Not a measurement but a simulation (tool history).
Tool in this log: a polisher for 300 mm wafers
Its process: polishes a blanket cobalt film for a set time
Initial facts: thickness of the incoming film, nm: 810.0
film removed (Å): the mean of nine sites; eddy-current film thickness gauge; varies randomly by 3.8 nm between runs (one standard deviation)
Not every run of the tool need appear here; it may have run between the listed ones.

| run | hour | flow of slurry (ml/min) | pressure of the wafer on the pad (psi) | speed of the pad under the wafer (cm/s) | polishing time (s) | film removed (Å) |
|---|---|---|---|---|---|---|
| 1 | 0 | 300 | 1.7 | 124 | 72 | 3773.4 |
| 2 | 6.5 | 235 | 1.7 | 124 | 72 | 3616 |
| 3 | 14.2 | 235 | 2.1 | 124 | 72 | 4190.6 |
| 4 | 16.6 | 190 | 2.1 | 124 | 72 | 4046.2 |
| 5 | 17.5 | 190 | 2.4 | 124 | 72 | 4370.5 |
| 6 | 21 | 190 | 2.2 | 122 | 72 | 4077.5 |
| 7 | 22.9 | 190 | 2.1 | 120 | 72 | 3883.4 |

Predict the results of run 8:
| 8 | 26.4 | 190 | 2 | 120 | 72 | ? |

film removed (Å): 3781.3
